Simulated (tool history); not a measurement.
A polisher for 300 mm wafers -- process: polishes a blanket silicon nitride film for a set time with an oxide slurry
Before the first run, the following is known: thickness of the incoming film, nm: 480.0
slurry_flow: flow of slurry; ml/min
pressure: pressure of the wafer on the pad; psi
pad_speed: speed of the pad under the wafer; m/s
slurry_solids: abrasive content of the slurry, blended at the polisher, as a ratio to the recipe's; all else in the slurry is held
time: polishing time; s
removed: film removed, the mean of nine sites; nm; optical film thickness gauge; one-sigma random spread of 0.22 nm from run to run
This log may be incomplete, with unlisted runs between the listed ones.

run  hour  slurry_flow  pressure  pad_speed  slurry_solids  time  removed
  1     0          185       4.1       1.38              1    37    38.18
  2     2          185       3.7       1.38              1    37    34.47
  3   7.9          185       3.7       1.38           0.85    37   30.972
  4  11.7          185       3.7       1.38           1.05    37   35.378
  5  15.2          185       3.3       1.38           1.05    37   31.753
  6  18.8          185       3.3       1.38           1.05    37   31.788
  7  24.1          185         3       1.38           1.05    37   28.509
  8  32.9          185       2.8       1.38           1.05    37   26.344
  9  40.1          185       2.7       1.38           1.05    37   25.917

Run 10 is up next; what results do you expect?
 10  42.2          185       2.6       1.38           1.05    37        ?

removed: 25.533 nm
